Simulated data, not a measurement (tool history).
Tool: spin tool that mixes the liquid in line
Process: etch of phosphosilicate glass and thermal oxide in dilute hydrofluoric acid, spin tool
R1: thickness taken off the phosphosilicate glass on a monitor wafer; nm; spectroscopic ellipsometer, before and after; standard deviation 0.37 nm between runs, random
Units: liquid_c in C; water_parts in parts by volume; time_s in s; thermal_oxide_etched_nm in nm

Run 1, hour 0: liquid_c 20 C, water_parts 70 parts by volume, time_s 35 s. Result: R1 29.561 nm, thermal_oxide_etched_nm 2.097 nm.
Run 2, hour 8.7: liquid_c 22 C, water_parts 70 parts by volume, time_s 35 s. Result: R1 31.502 nm, thermal_oxide_etched_nm 2.3094 nm.
Run 3, hour 11.5: liquid_c 22.5 C, water_parts 65 parts by volume, time_s 35 s. Result: R1 35.154 nm, thermal_oxide_etched_nm 2.5498 nm.
Run 4, hour 20.1: liquid_c 23 C, water_parts 65 parts by volume, time_s 35 s. Result: R1 35.522 nm, thermal_oxide_etched_nm 2.6203 nm.
Run 5, hour 29: liquid_c 24.5 C, water_parts 65 parts by volume, time_s 35 s. Result: R1 38.049 nm, thermal_oxide_etched_nm 2.8004 nm.
Run 6, hour 29.9: liquid_c 22.5 C, water_parts 65 parts by volume, time_s 35 s. Result: R1 35.534 nm, thermal_oxide_etched_nm 2.5401 nm.

Predict the results of run 7:
Run 7, hour 34.1: liquid_c 23 C, water_parts 65 parts by volume, time_s 35 s. Result: R1 ?, thermal_oxide_etched_nm ?.

{"run 7": {"R1": 36.718, "thermal_oxide_etched_nm": 2.6111}}

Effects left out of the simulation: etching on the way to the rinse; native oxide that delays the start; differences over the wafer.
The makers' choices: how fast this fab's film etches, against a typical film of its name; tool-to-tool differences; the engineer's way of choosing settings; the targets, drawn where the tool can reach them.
